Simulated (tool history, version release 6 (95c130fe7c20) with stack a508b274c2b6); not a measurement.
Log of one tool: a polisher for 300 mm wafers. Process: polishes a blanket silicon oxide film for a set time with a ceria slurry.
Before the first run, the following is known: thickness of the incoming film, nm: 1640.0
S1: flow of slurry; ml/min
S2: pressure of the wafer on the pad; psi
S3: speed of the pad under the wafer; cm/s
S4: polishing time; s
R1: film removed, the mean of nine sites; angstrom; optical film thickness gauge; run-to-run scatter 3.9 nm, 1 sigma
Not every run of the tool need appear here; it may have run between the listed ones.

Run 1, day 0: S1 165 ml/min, S2 2.2 psi, S3 142 cm/s, S4 51 s. Result: R1 2413.3 angstrom.
Run 2, day 0.271: S1 165 ml/min, S2 2.3 psi, S3 142 cm/s, S4 51 s. Result: R1 2545.1 angstrom.
Run 3, day 0.571: S1 165 ml/min, S2 2 psi, S3 142 cm/s, S4 51 s. Result: R1 2196.3 angstrom.
Run 4, day 0.942: S1 130 ml/min, S2 2 psi, S3 142 cm/s, S4 51 s. Result: R1 2087.6 angstrom.
Run 5, day 1.129: S1 130 ml/min, S2 2 psi, S3 142 cm/s, S4 46 s. Result: R1 1862 angstrom.
Run 6, day 1.288: S1 130 ml/min, S2 2 psi, S3 142 cm/s, S4 51 s. Result: R1 2090.6 angstrom.
Run 7, day 1.329: S1 140 ml/min, S2 2.1 psi, S3 142 cm/s, S4 51 s. Result: R1 2199.5 angstrom.

What does the tool deliver on the next run?
Run 8, day 1.542: S1 140 ml/min, S2 2.1 psi, S3 142 cm/s, S4 51 s. Result: R1 ?.

{"run 8": {"R1": 2260.3}}

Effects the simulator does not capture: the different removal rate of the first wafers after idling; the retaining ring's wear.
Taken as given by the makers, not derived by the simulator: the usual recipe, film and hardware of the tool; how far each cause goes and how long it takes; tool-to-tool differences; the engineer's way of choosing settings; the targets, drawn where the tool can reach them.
